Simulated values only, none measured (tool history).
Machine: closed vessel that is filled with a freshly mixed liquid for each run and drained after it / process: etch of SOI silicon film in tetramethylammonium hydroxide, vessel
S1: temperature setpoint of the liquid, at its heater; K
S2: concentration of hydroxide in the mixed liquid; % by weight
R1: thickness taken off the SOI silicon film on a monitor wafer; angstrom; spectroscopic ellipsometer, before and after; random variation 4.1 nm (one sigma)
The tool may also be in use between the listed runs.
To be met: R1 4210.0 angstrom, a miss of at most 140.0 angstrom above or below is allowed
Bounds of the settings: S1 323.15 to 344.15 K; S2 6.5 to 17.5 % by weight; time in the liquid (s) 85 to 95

run 1 hour=0.0 | S1=331.15 S2=12.0 time_in_the_liquid_(s)=85 | R1=2373.1
run 2 hour=4.4 | S1=331.15 S2=10.0 time_in_the_liquid_(s)=85 | R1=2496.4
run 3 hour=8.4 | S1=333.65 S2=10.0 time_in_the_liquid_(s)=85 | R1=2950.7
run 4 hour=10.6 | S1=335.65 S2=10.0 time_in_the_liquid_(s)=85 | R1=3323.5
run 5 hour=14.7 | S1=335.65 S2=11.5 time_in_the_liquid_(s)=85 | R1=3158.4
run 6 hour=16.1 | S1=337.15 S2=11.5 time_in_the_liquid_(s)=85 | R1=3452.6
run 7 hour=23.2 | S1=338.15 S2=11.5 time_in_the_liquid_(s)=85 | R1=3704.0
run 8 hour=29.9 | S1=338.65 S2=11.5 time_in_the_liquid_(s)=85 | R1=3779.2
run 9 hour=33.6 | S1=339.15 S2=11.5 time_in_the_liquid_(s)=85 | R1=3983.6
run 10 hour=42.8 | S1=339.65 S2=11.5 time_in_the_liquid_(s)=85 | R1=4047.3

Which of these 5 next moves meets every target?
run A hour=52.0 | S1=341.15 S2=11.5 time_in_the_liquid_(s)=85 | R1=?
run B hour=52.0 | S1=338.15 S2=9.5 time_in_the_liquid_(s)=90 | R1=?
run C hour=52.0 | S1=339.65 S2=11.5 time_in_the_liquid_(s)=95 | R1=?
run D hour=52.0 | S1=340.15 S2=13.0 time_in_the_liquid_(s)=95 | R1=?
run E hour=52.0 | S1=340.15 S2=10.5 time_in_the_liquid_(s)=90 | R1=?

move=A R1=4391.1
move=B R1=4164.3
move=C R1=4487.6
move=D R1=4393.1
move=E R1=4526.3
A: takes the biggest miss from the last run beyond its target
B: hits every target within its allowed miss
C: takes the biggest miss from the last run beyond its target
D: takes the biggest miss from the last run beyond its target
E: takes the biggest miss from the last run beyond its target
B meets every target.
